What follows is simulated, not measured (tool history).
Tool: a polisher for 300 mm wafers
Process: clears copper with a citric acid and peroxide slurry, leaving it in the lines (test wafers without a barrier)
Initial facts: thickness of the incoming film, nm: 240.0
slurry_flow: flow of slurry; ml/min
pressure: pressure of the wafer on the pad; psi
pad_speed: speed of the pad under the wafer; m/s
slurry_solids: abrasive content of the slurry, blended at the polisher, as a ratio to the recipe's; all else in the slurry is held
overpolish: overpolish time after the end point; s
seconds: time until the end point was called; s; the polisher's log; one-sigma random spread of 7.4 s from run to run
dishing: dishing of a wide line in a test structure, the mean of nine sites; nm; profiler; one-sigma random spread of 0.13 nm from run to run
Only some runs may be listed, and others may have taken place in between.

{"run": 1, "day": 0.0, "slurry_flow": 205, "pressure": 2, "pad_speed": 0.92, "slurry_solids": 1, "overpolish": 21, "seconds": 173.05, "dishing": 22.47}
{"run": 2, "day": 0.071, "slurry_flow": 230, "pressure": 2, "pad_speed": 0.92, "slurry_solids": 1, "overpolish": 21, "seconds": 167.04, "dishing": 23.624}
{"run": 3, "day": 0.121, "slurry_flow": 220, "pressure": 1.8, "pad_speed": 0.82, "slurry_solids": 1, "overpolish": 20, "seconds": 208.52, "dishing": 17.832}
{"run": 4, "day": 0.312, "slurry_flow": 215, "pressure": 1.6, "pad_speed": 0.76, "slurry_solids": 1, "overpolish": 20, "seconds": 250.03, "dishing": 15.043}
{"run": 5, "day": 0.379, "slurry_flow": 215, "pressure": 1.6, "pad_speed": 0.66, "slurry_solids": 1, "overpolish": 20, "seconds": 278.64, "dishing": 13.677}
{"run": 6, "day": 0.612, "slurry_flow": 215, "pressure": 1.6, "pad_speed": 0.8, "slurry_solids": 1, "overpolish": 20, "seconds": 237.64, "dishing": 16.752}
{"run": 7, "day": 0.75, "slurry_flow": 215, "pressure": 1.5, "pad_speed": 0.74, "slurry_solids": 1, "overpolish": 19, "seconds": 273.26, "dishing": 13.683}
{"run": 8, "day": 1.046, "slurry_flow": 210, "pressure": 1.4, "pad_speed": 0.7, "slurry_solids": 1, "overpolish": 19, "seconds": 304.56, "dishing": 11.766}
{"run": 9, "day": 1.154, "slurry_flow": 200, "pressure": 1.3, "pad_speed": 0.68, "slurry_solids": 1, "overpolish": 19, "seconds": 336.46, "dishing": 10.875}
{"run": 10, "day": 1.196, "slurry_flow": 190, "pressure": 1.2, "pad_speed": 0.66, "slurry_solids": 1, "overpolish": 19, "seconds": 386.13, "dishing": 9.7161}
{"run": 11, "day": 1.458, "slurry_flow": 180, "pressure": 1.2, "pad_speed": 0.66, "slurry_solids": 1, "overpolish": 19, "seconds": 383.62, "dishing": 10.239}
{"run": 12, "day": 1.608, "slurry_flow": 175, "pressure": 1.1, "pad_speed": 0.66, "slurry_solids": 1, "overpolish": 19, "seconds": 401.07, "dishing": 8.8381}
{"run": 13, "day": 1.633, "slurry_flow": 170, "pressure": 1.1, "pad_speed": 0.64, "slurry_solids": 1, "overpolish": 19, "seconds": 425.64, "dishing": 8.8225}

For run 14, what comes out?
{"run": 14, "day": 1.867, "slurry_flow": 165, "pressure": 1.1, "pad_speed": 0.64, "slurry_solids": 1, "overpolish": 19, "seconds": "?", "dishing": "?"}

seconds: 423.79 s
dishing: 8.8351 nm

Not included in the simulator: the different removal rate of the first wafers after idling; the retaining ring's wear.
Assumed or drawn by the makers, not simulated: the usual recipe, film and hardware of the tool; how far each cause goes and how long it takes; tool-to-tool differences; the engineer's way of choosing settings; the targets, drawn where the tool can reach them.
